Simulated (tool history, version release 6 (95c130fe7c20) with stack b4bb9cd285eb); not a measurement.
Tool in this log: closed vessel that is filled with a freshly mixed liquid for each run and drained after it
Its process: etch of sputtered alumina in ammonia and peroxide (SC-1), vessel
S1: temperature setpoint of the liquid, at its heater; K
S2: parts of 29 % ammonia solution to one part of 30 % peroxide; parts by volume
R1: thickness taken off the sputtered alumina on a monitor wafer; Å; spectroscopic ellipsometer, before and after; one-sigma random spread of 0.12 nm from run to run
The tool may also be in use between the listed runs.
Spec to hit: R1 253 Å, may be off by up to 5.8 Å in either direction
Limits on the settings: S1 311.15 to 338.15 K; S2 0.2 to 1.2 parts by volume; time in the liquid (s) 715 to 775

{"run": 1, "hour": 0.0, "S1": 322.15, "S2": 0.9, "time in the liquid (s)": 715, "R1": 345.23}
{"run": 2, "hour": 4.1, "S1": 321.15, "S2": 0.9, "time in the liquid (s)": 715, "R1": 326.23}
{"run": 3, "hour": 5.6, "S1": 321.15, "S2": 1.15, "time in the liquid (s)": 715, "R1": 333.87}
{"run": 4, "hour": 8.1, "S1": 320.15, "S2": 1.15, "time in the liquid (s)": 715, "R1": 317.94}
{"run": 5, "hour": 16.8, "S1": 319.15, "S2": 1.15, "time in the liquid (s)": 715, "R1": 300.09}
{"run": 6, "hour": 24.7, "S1": 319.15, "S2": 1.2, "time in the liquid (s)": 715, "R1": 303.73}
{"run": 7, "hour": 25.9, "S1": 318.65, "S2": 1.2, "time in the liquid (s)": 715, "R1": 293.32}
{"run": 8, "hour": 29.2, "S1": 318.65, "S2": 1.2, "time in the liquid (s)": 715, "R1": 293.16}
{"run": 9, "hour": 32.8, "S1": 318.15, "S2": 1.2, "time in the liquid (s)": 715, "R1": 283.28}
{"run": 10, "hour": 41.4, "S1": 317.65, "S2": 1.2, "time in the liquid (s)": 715, "R1": 276.18}
{"run": 11, "hour": 46.4, "S1": 317.15, "S2": 1.2, "time in the liquid (s)": 715, "R1": 267.67}
{"run": 12, "hour": 47.3, "S1": 316.65, "S2": 1.2, "time in the liquid (s)": 715, "R1": 259.76}

Of the 4 settings listed for the next run, only one would bring every result within its allowed miss of target. Which one?
{"run": "A", "hour": 48.2, "S1": 315.15, "S2": 0.85, "time in the liquid (s)": 775, "R1": "?"}
{"run": "B", "hour": 48.2, "S1": 317.15, "S2": 1.15, "time in the liquid (s)": 715, "R1": "?"}
{"run": "C", "hour": 48.2, "S1": 316.15, "S2": 1.05, "time in the liquid (s)": 775, "R1": "?"}
{"run": "D", "hour": 48.2, "S1": 317.65, "S2": 0.85, "time in the liquid (s)": 715, "R1": "?"}

move=A R1=249.26
move=B R1=265.7
move=C R1=269.53
move=D R1=265.61
A: all results land within tolerance of their targets
B: its largest miss is bigger than the last run's
C: its largest miss is bigger than the last run's
D: its largest miss is bigger than the last run's
Answer: A

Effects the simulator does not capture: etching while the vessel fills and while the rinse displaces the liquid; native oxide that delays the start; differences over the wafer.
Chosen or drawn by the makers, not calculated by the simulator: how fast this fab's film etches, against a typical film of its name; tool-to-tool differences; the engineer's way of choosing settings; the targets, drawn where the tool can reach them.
